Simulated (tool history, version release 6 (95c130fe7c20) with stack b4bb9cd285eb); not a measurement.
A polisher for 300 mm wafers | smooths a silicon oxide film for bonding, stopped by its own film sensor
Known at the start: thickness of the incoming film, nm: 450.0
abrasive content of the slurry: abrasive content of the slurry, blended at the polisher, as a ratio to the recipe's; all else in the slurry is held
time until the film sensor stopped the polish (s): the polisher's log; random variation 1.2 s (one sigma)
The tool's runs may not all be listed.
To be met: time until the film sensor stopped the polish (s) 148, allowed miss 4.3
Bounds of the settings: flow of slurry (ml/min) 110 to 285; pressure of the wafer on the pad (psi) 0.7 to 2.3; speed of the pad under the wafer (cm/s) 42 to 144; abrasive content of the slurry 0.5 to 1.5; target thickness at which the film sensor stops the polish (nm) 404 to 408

| run | hour | flow of slurry (ml/min) | pressure of the wafer on the pad (psi) | speed of the pad under the wafer (cm/s) | abrasive content of the slurry | target thickness at which the film sensor stops the polish (nm) | time until the film sensor stopped the polish (s) |
|---|---|---|---|---|---|---|---|
| 1 | 0 | 180 | 1.5 | 92 | 1 | 404 | 82.072 |
| 2 | 7.6 | 175 | 1.2 | 90 | 1 | 404 | 105.66 |
| 3 | 8.4 | 175 | 1.2 | 90 | 1.15 | 404 | 97.768 |
| 4 | 15.9 | 175 | 1.2 | 90 | 0.95 | 404 | 106.44 |
| 5 | 22.9 | 170 | 1.1 | 90 | 0.95 | 404 | 118.21 |
| 6 | 27 | 170 | 1.1 | 102 | 0.95 | 404 | 106.35 |
| 7 | 31.8 | 160 | 1 | 102 | 0.95 | 404 | 114.3 |
| 8 | 34.8 | 155 | 0.9 | 102 | 0.95 | 404 | 126.92 |
| 9 | 40.8 | 145 | 0.9 | 102 | 0.95 | 404 | 127.54 |

Which of these 5 next moves meets every target?
| A | 46.8 | 200 | 1 | 66 | 1.1 | 408 | ? |
| B | 46.8 | 120 | 1 | 102 | 0.75 | 405 | ? |
| C | 46.8 | 130 | 0.8 | 100 | 0.95 | 408 | ? |
| D | 46.8 | 165 | 0.8 | 100 | 1.05 | 404 | ? |
| E | 46.8 | 200 | 0.9 | 78 | 1 | 404 | ? |

| move | time until the film sensor stopped the polish (s) |
|---|---|
| A | 134.52 |
| B | 138.33 |
| C | 136.41 |
| D | 135.28 |
| E | 148.13 |
A: nearer than the last run, and not there yet
B: nearer than the last run, and not there yet
C: nearer than the last run, and not there yet
D: nearer than the last run, and not there yet
E: meets every target
Move E is the one to make.
